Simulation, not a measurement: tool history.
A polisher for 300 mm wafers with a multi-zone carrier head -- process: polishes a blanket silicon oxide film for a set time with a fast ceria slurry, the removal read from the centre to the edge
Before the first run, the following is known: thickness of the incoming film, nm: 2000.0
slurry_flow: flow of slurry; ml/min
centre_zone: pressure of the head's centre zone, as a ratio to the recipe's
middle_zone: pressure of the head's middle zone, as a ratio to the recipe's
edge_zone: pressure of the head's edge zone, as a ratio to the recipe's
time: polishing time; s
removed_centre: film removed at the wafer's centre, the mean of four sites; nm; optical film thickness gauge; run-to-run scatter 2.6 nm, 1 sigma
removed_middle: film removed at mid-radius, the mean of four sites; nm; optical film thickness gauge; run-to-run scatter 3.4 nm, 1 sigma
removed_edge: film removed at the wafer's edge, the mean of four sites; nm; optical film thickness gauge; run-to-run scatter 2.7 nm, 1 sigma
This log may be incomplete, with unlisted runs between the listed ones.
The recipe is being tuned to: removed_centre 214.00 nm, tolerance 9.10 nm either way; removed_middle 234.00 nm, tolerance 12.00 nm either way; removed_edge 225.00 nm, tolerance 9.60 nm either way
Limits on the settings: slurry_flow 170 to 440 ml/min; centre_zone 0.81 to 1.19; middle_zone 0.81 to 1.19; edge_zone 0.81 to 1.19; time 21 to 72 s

{"run": 1, "hour": 0.0, "slurry_flow": 280, "centre_zone": 1.0, "middle_zone": 1.0, "edge_zone": 1.0, "time": 46, "removed_centre": 356.11, "removed_middle": 360.2, "removed_edge": 378.25}
{"run": 2, "hour": 7.7, "slurry_flow": 280, "centre_zone": 0.99, "middle_zone": 1.01, "edge_zone": 0.97, "time": 40, "removed_centre": 302.54, "removed_middle": 319.95, "removed_edge": 322.75}
{"run": 3, "hour": 10.3, "slurry_flow": 280, "centre_zone": 0.99, "middle_zone": 1.01, "edge_zone": 1.05, "time": 40, "removed_centre": 305.6, "removed_middle": 315.27, "removed_edge": 335.58}
{"run": 4, "hour": 13.5, "slurry_flow": 280, "centre_zone": 1.06, "middle_zone": 1.01, "edge_zone": 1.05, "time": 40, "removed_centre": 318.74, "removed_middle": 317.67, "removed_edge": 331.15}
{"run": 5, "hour": 14.4, "slurry_flow": 280, "centre_zone": 1.06, "middle_zone": 1.01, "edge_zone": 1.13, "time": 40, "removed_centre": 319.96, "removed_middle": 318.06, "removed_edge": 351.22}
{"run": 6, "hour": 15.7, "slurry_flow": 280, "centre_zone": 1.04, "middle_zone": 1.02, "edge_zone": 1.08, "time": 35, "removed_centre": 284.53, "removed_middle": 275.89, "removed_edge": 300.09}
{"run": 7, "hour": 21.0, "slurry_flow": 275, "centre_zone": 1.0, "middle_zone": 1.05, "edge_zone": 1.04, "time": 32, "removed_centre": 253.84, "removed_middle": 260.38, "removed_edge": 267.49}
{"hour": 26.2, "done": "slurry nozzle cleaned"}
{"run": 8, "hour": 26.2, "slurry_flow": 270, "centre_zone": 0.98, "middle_zone": 1.06, "edge_zone": 1.02, "time": 31, "removed_centre": 252.35, "removed_middle": 277.51, "removed_edge": 270.46}
{"run": 9, "hour": 29.7, "slurry_flow": 270, "centre_zone": 0.97, "middle_zone": 1.05, "edge_zone": 1.0, "time": 29, "removed_centre": 231.5, "removed_middle": 252.24, "removed_edge": 246.96}
{"run": 10, "hour": 35.6, "slurry_flow": 270, "centre_zone": 0.96, "middle_zone": 1.04, "edge_zone": 0.98, "time": 28, "removed_centre": 226.26, "removed_middle": 242.61, "removed_edge": 233.93}
{"run": 11, "hour": 41.7, "slurry_flow": 270, "centre_zone": 0.95, "middle_zone": 1.03, "edge_zone": 0.97, "time": 28, "removed_centre": 224.32, "removed_middle": 233.02, "removed_edge": 234.19}
{"run": 12, "hour": 46.2, "slurry_flow": 270, "centre_zone": 0.95, "middle_zone": 1.03, "edge_zone": 0.97, "time": 28, "removed_centre": 222.14, "removed_middle": 239.35, "removed_edge": 241.1}

Which single option among these 4 for the next run brings every result within its allowed miss of target? Just one does.
{"run": "A", "hour": 50.7, "slurry_flow": 350, "centre_zone": 1.0, "middle_zone": 1.1, "edge_zone": 1.08, "time": 25, "removed_centre": "?", "removed_middle": "?", "removed_edge": "?"}
{"run": "B", "hour": 50.7, "slurry_flow": 240, "centre_zone": 0.82, "middle_zone": 1.02, "edge_zone": 1.02, "time": 29, "removed_centre": "?", "removed_middle": "?", "removed_edge": "?"}
{"run": "C", "hour": 50.7, "slurry_flow": 250, "centre_zone": 0.84, "middle_zone": 0.95, "edge_zone": 1.02, "time": 31, "removed_centre": "?", "removed_middle": "?", "removed_edge": "?"}
{"run": "D", "hour": 50.7, "slurry_flow": 235, "centre_zone": 0.92, "middle_zone": 0.94, "edge_zone": 1.07, "time": 29, "removed_centre": "?", "removed_middle": "?", "removed_edge": "?"}

move=A removed_centre=214.72 removed_middle=227.48 removed_edge=229.85
move=B removed_centre=200.76 removed_middle=237.76 removed_edge=251.49
move=C removed_centre=220.20 removed_middle=240.63 removed_edge=270.17
move=D removed_centre=220.59 removed_middle=221.22 removed_edge=257.23
A: every result lands within tolerance
B: its largest miss is bigger than the last run's
C: its largest miss is bigger than the last run's
D: its largest miss is bigger than the last run's
A meets every target.
